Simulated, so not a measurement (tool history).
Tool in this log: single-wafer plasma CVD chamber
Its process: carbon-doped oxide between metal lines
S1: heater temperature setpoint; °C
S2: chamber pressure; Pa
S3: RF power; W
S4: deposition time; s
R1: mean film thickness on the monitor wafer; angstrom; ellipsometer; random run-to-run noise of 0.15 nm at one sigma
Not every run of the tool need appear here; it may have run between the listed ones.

| run | hour | S1 | S2 | S3 | S4 | R1 |
|---|---|---|---|---|---|---|
| 1 | 0.0 | 330 | 587 | 475 | 11.6 | 570.05 |
| 2 | 5.8 | 324 | 587 | 475 | 11.6 | 581.65 |
| 3 | 13.6 | 319 | 647 | 490 | 11.6 | 606.72 |
| 4 | 18.1 | 319 | 647 | 490 | 11.6 | 607.52 |
| 5 | 22.2 | 319 | 647 | 490 | 11.6 | 608.82 |
| 6 | 23.6 | 319 | 647 | 555 | 11.6 | 646.96 |
| 7 | 25.8 | 316 | 659 | 555 | 11.6 | 656.71 |
| 8 | 31.1 | 314 | 665 | 555 | 11.6 | 662.87 |

Run 9, settings as shown, results not yet in. Your forecast:
| 9 | 37.0 | 312 | 669 | 555 | 11.6 | ? |

Logged for run 9: R1 669.40 angstrom.

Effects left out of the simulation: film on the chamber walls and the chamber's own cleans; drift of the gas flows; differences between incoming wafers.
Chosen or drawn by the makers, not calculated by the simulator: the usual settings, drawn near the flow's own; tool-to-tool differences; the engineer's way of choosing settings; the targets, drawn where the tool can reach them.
